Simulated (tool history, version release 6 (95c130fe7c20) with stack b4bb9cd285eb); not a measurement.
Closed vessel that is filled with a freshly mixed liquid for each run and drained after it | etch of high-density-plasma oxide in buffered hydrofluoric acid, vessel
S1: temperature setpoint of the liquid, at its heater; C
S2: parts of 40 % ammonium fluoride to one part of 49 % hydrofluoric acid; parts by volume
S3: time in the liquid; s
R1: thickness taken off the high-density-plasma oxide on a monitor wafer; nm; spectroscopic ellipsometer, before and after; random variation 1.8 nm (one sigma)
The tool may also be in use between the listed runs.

run	hour	S1	S2	S3	R1
1	0	25	15	100	120
2	2.4	26.5	15	100	130.07
3	8.2	26.5	17.5	100	112.44
4	13.1	27.5	17	100	121.02
5	19.5	29.5	17	100	133.87
6	22.6	26	17	100	112.75

Run 7 comes next. What will it give?
7	27.7	27	16.5	100	?

R1: 123.28 nm

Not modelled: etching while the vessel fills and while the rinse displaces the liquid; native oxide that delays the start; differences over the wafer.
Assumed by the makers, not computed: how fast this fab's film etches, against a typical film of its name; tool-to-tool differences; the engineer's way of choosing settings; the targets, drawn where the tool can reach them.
